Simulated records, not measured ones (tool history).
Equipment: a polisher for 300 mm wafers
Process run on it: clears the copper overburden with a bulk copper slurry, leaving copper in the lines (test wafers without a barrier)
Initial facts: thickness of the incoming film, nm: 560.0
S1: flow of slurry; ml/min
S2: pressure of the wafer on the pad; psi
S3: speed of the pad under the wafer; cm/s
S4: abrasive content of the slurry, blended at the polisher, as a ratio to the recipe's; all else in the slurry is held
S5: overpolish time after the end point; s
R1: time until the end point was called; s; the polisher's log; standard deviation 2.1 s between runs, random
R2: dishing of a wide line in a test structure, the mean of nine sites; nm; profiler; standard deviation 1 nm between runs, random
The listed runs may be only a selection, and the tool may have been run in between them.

run  hour   S1   S2   S3  S4  S5      R1      R2
  1     0  130  1.7  102   1  17  84.677  55.937
  2   8.3  130  1.6  100   1  18  93.591  55.126
  3  11.5  130  1.5  100   1  19  97.371  54.724
  4  19.8  130  1.4   98   1  20  104.63  52.837
  5  22.3  105  1.4   98   1  20  110.77  51.939
  6    27  130  1.4   98   1  20  106.88  52.068
  7    30  130  1.3   98   1  21     115  51.441

Expected results for the next run?
  8    35  130  1.2  98   1  22   ?   ?

R1: 121.29 s
R2: 50.48 nm

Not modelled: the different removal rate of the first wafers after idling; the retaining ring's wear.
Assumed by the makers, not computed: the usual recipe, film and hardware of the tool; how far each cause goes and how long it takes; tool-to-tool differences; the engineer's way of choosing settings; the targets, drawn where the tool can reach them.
